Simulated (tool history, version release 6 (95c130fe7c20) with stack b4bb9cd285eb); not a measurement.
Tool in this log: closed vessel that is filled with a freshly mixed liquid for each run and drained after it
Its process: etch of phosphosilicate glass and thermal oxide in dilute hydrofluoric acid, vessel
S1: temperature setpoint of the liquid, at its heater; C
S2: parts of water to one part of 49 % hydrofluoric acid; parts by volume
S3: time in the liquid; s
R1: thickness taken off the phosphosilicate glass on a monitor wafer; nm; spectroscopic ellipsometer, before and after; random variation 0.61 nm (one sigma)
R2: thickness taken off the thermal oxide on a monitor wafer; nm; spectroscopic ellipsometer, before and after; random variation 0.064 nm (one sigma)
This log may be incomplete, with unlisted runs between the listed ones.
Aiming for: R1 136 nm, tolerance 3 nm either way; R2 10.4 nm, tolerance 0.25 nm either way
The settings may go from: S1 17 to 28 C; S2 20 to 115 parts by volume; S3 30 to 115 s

run  hour    S1  S2  S3      R1      R2
  1     0    20  65  60   49.31  3.7211
  2   3.7    20  65  80  65.164  4.9912
  3   8.1    20  55  80  78.265  5.9399
  4  10.6  22.5  50  80  97.216  7.3199
  5  17.1  22.5  50  60  72.113   5.547
     19.7  -- thermometer replaced
  6  19.7  22.5  50  75  99.618  7.6411
  7  24.8    24  50  75  105.71  8.1332
  8    27    25  50  75  110.96  8.3645
  9  33.2  26.5  40  75  147.61  11.245
 10  35.9    26  40  75  146.37  11.132
 11  42.8  25.5  40  75  141.36  10.898
 12  50.4    25  40  75  139.68  10.656

Consider the 5 candidate settings below. Which is the only one whose results all fall within their allowed miss of target?
  A    58  26.5  45   75   ?   ?
  B    58  25.5  20   35   ?   ?
  C    58    25  60  105   ?   ?
  D    58    25  55   95   ?   ?
  E    58    26  30   50   ?   ?

move      R1      R2
   A  131.27  10.059
   B  137.06  10.502
   C  127.05  9.7355
   D  126.24  9.6739
   E  131.38  10.068
A: the result that was furthest off in the last run now lies on the other side of its target
B: each result inside its tolerance
C: the result that was furthest off in the last run now lies on the other side of its target
D: the result that was furthest off in the last run now lies on the other side of its target
E: the result that was furthest off in the last run now lies on the other side of its target
So the answer is move B, the one that meets all the targets.

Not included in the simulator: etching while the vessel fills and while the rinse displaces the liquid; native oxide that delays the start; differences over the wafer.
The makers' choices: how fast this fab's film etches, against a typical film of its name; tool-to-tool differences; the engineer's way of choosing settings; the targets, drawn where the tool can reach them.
